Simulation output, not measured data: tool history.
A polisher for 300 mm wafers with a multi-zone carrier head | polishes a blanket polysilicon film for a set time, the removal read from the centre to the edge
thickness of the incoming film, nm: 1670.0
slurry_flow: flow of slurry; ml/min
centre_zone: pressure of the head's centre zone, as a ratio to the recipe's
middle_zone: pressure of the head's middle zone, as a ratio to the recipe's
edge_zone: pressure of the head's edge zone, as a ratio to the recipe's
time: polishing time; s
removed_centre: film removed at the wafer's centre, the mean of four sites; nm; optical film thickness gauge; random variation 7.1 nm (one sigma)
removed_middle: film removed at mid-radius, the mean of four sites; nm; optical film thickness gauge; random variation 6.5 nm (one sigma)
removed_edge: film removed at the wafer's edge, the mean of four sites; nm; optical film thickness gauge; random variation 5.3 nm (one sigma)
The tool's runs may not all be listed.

| run | day | slurry_flow | centre_zone | middle_zone | edge_zone | time | removed_centre | removed_middle | removed_edge |
|---|---|---|---|---|---|---|---|---|---|
| 1 | 0 | 130 | 1 | 1 | 1 | 86 | 547.84 | 523.95 | 521.8 |
| 2 | 0.183 | 130 | 1 | 1.03 | 1 | 86 | 538.69 | 544.17 | 510.79 |
| 3 | 0.421 | 145 | 1.02 | 1.05 | 1.02 | 87 | 581.15 | 577.45 | 527.86 |
| 4 | 0.742 | 145 | 1.02 | 1.05 | 1.02 | 71 | 475.91 | 470.53 | 438.48 |
| 5 | 0.821 | 175 | 1.02 | 1.05 | 1.02 | 71 | 495.15 | 485.71 | 443.92 |
| 6 | 0.904 | 175 | 1.02 | 1.05 | 1.07 | 71 | 484.36 | 484.56 | 460.26 |
| 7 | 0.942 | 175 | 1.05 | 1.08 | 1.09 | 76 | 547.87 | 524.33 | 495.24 |

Forecast run 8:
| 8 | 1.254 | 180 | 1.05 | 1.11 | 1.1 | 80 | ? | ? | ? |

removed_centre: 575.26 nm
removed_middle: 587.44 nm
removed_edge: 518.66 nm

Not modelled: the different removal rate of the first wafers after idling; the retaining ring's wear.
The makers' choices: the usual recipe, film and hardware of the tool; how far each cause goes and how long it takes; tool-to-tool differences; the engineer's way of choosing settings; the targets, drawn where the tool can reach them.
